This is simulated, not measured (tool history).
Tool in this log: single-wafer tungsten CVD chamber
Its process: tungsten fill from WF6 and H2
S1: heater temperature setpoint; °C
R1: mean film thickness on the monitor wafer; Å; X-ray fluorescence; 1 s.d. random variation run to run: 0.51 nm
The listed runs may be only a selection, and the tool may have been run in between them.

{"run": 1, "hour": 0.0, "S1": 375, "chamber pressure (Torr)": 38.7, "deposition time (s)": 32.9, "R1": 723.59}
{"run": 2, "hour": 8.4, "S1": 380, "chamber pressure (Torr)": 39.0, "deposition time (s)": 32.9, "R1": 808.53}
{"run": 3, "hour": 12.8, "S1": 384, "chamber pressure (Torr)": 39.2, "deposition time (s)": 32.9, "R1": 862.61}
{"run": 4, "hour": 19.0, "S1": 384, "chamber pressure (Torr)": 39.2, "deposition time (s)": 33.9, "R1": 883.94}
{"run": 5, "hour": 24.6, "S1": 387, "chamber pressure (Torr)": 39.4, "deposition time (s)": 33.9, "R1": 940.06}
{"run": 6, "hour": 26.2, "S1": 389, "chamber pressure (Torr)": 39.5, "deposition time (s)": 33.9, "R1": 974.8}
{"run": 7, "hour": 32.3, "S1": 391, "chamber pressure (Torr)": 39.6, "deposition time (s)": 33.9, "R1": 1009.6}

Forecast run 8:
{"run": 8, "hour": 36.7, "S1": 392, "chamber pressure (Torr)": 39.7, "deposition time (s)": 33.9, "R1": "?"}

R1: 1023.40 Å
